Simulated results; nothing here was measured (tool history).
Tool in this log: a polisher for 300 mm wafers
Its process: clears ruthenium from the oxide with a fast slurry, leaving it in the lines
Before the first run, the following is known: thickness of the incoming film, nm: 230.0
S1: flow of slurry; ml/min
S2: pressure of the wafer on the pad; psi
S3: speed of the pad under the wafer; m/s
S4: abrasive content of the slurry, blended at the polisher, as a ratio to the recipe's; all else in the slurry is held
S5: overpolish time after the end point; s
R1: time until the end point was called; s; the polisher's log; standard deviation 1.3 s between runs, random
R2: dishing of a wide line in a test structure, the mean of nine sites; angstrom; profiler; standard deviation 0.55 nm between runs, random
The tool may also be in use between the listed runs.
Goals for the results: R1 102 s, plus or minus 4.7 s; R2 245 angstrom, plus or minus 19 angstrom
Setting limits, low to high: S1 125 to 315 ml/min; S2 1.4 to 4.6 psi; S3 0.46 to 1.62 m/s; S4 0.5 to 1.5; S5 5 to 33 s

run 1 hour=0 | S1=205 S2=3 S3=1.04 S4=1 S5=17 | R1=53.427 R2=532.76
run 2 hour=0.9 | S1=205 S2=2.7 S3=1.02 S4=1 S5=16 | R1=59.429 R2=469.2
run 3 hour=1.5 | S1=235 S2=2.7 S3=1.02 S4=1 S5=16 | R1=59.076 R2=445.88
run 4 hour=7.1 | S1=235 S2=2.5 S3=0.98 S4=1 S5=16 | R1=64.19 R2=430.02
run 5 hour=8.4 | S1=235 S2=2.3 S3=0.94 S4=1 S5=15 | R1=70.858 R2=370.24
run 6 hour=16.5 | S1=235 S2=2.3 S3=0.94 S4=1 S5=19 | R1=70.298 R2=436.99
run 7 hour=18.7 | S1=235 S2=2.1 S3=0.9 S4=1 S5=18 | R1=79.17 R2=392.59
run 8 hour=20.8 | S1=235 S2=1.4 S3=0.88 S4=1 S5=10 | R1=102.61 R2=178.8
run 9 hour=25.6 | S1=235 S2=1.4 S3=0.88 S4=1 S5=11 | R1=105.11 R2=192.14
run 10 hour=33.8 | S1=235 S2=1.5 S3=0.88 S4=1 S5=15 | R1=98.824 R2=270.13

Of the 5 settings listed for the next run, only one would bring every result within its allowed miss of target. Which one?
run A hour=42 | S1=290 S2=1.6 S3=0.86 S4=0.7 S5=16 | R1=? R2=?
run B hour=42 | S1=170 S2=1.5 S3=0.94 S4=0.9 S5=14 | R1=? R2=?
run C hour=42 | S1=225 S2=2 S3=0.8 S4=1 S5=12 | R1=? R2=?
run D hour=42 | S1=230 S2=1.5 S3=0.84 S4=1 S5=11 | R1=? R2=?
run E hour=42 | S1=170 S2=1.5 S3=1.08 S4=0.95 S5=14 | R1=? R2=?

move=A R1=111.2 R2=252.84
move=B R1=102.56 R2=240.7
move=C R1=92.008 R2=230.63
move=D R1=104.79 R2=187.85
move=E R1=87.733 R2=278.36
A: the worst result of the last run now meets its target, but another is out of spec
B: every result within its allowed miss
C: the worst result of the last run now meets its target, but another is out of spec
D: moves the result that the last run missed by most past its target, out the other side
E: the biggest miss grows against the last run
B is the move that brings every result within its allowed miss.
